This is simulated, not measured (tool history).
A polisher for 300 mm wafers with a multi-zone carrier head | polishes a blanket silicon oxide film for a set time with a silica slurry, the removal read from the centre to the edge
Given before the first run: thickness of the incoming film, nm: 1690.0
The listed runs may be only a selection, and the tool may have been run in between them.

run    day  flow of slurry (ml/min)  pressure of the head's centre zone  pressure of the head's middle zone  pressure of the head's edge zone  abrasive content of the slurry  polishing time (s)  film removed at the wafer's centre (Å)  film removed at mid-radius (Å)  film removed at the wafer's edge (Å)
  1  0.000                      195                                1.00                                1.00                              1.00                            1.00                  43                                  878.17                          879.63                                911.15
  2  0.133                      195                                1.00                                1.00                              0.94                            1.00                  43                                  885.02                          876.68                                873.47
  3  0.250                      235                                1.00                                1.00                              0.94                            1.00                  43                                  909.78                          921.10                                868.49
  4  0.579                      235                                1.05                                1.00                              0.94                            1.00                  43                                  939.13                          894.95                                900.55
  5  0.879                      235                                1.05                                0.92                              0.94                            1.00                  43                                  959.72                          852.81                                881.32
  6  0.950                      235                                1.05                                0.85                              0.94                            1.00                  43                                  934.86                          791.82                                885.77
  7  0.983                      235                                1.05                                0.88                              0.99                            1.05                  43                                  949.59                          837.96                                916.72
  8  1.296                      225                                1.05                                0.89                              1.03                            1.10                  43                                  966.95                          846.51                                955.16
  9  1.542                      225                                1.05                                0.91                              1.06                            1.15                  43                                  985.50                          880.12                                978.68
 10  1.729                      225                                1.05                                0.91                              1.06                            1.15                  43                                  976.57                          868.76                                984.77
 11  2.029                      225                                1.05                                0.92                              1.08                            1.20                  43                                  990.40                          902.25                                998.00
 12  2.346                      225                                1.05                                0.92                              1.10                            1.25                  43                                 1002.40                          908.42                               1025.20

Run 13 comes next. What will it give?
 13  2.592                      225                                1.05                                0.92                              1.11                            1.25                  43                                       ?                               ?                                     ?

Run 13 came out at film removed at the wafer's centre (Å) 1005.30, film removed at mid-radius (Å) 896.53, film removed at the wafer's edge (Å) 1006.50.
